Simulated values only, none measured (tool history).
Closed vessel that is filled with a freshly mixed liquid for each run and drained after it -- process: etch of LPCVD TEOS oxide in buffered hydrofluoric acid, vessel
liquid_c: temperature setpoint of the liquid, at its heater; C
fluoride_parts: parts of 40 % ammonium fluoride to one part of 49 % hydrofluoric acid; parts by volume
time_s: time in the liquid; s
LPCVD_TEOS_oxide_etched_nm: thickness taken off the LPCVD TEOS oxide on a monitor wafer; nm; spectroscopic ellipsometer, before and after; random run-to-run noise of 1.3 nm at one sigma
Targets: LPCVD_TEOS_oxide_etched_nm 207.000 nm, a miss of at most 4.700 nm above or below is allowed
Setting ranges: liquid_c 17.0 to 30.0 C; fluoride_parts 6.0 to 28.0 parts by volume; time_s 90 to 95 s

| run | day | liquid_c | fluoride_parts | time_s | LPCVD_TEOS_oxide_etched_nm |
|---|---|---|---|---|---|
| 1 | 0.000 | 22.0 | 17.0 | 90 | 90.447 |
| 2 | 0.254 | 23.5 | 17.0 | 90 | 98.243 |
| 3 | 0.338 | 23.5 | 19.0 | 90 | 87.358 |
| 4 | 0.475 | 23.5 | 19.0 | 95 | 92.271 |
| 5 | 0.642 | 20.5 | 19.0 | 95 | 78.730 |
| 6 | 0.792 | 22.0 | 18.0 | 95 | 88.749 |
| 7 | 0.929 | 23.5 | 17.0 | 95 | 103.800 |
| 8 | 1.242 | 24.5 | 16.0 | 95 | 114.990 |
| 9 | 1.279 | 25.5 | 15.0 | 95 | 129.720 |
| 10 | 1.350 | 26.5 | 14.5 | 95 | 141.370 |
| 11 | 1.521 | 27.0 | 14.0 | 95 | 149.320 |
| 12 | 1.633 | 30.0 | 10.5 | 95 | 236.480 |
| 13 | 1.921 | 29.5 | 10.5 | 95 | 227.180 |

Exactly one of the 4 candidate moves below puts every result within its allowed miss. Which one?
| A | 2.208 | 28.5 | 11.0 | 90 | ? |
| B | 2.208 | 26.5 | 9.0 | 90 | ? |
| C | 2.208 | 29.5 | 9.0 | 90 | ? |
| D | 2.208 | 25.5 | 10.0 | 95 | ? |

| move | LPCVD_TEOS_oxide_etched_nm |
|---|---|
| A | 193.640 |
| B | 204.040 |
| C | 239.270 |
| D | 191.020 |
A: pushes the last run's worst result past its target
B: all results in spec
C: the biggest miss grows against the last run
D: pushes the last run's worst result past its target
Answer: B

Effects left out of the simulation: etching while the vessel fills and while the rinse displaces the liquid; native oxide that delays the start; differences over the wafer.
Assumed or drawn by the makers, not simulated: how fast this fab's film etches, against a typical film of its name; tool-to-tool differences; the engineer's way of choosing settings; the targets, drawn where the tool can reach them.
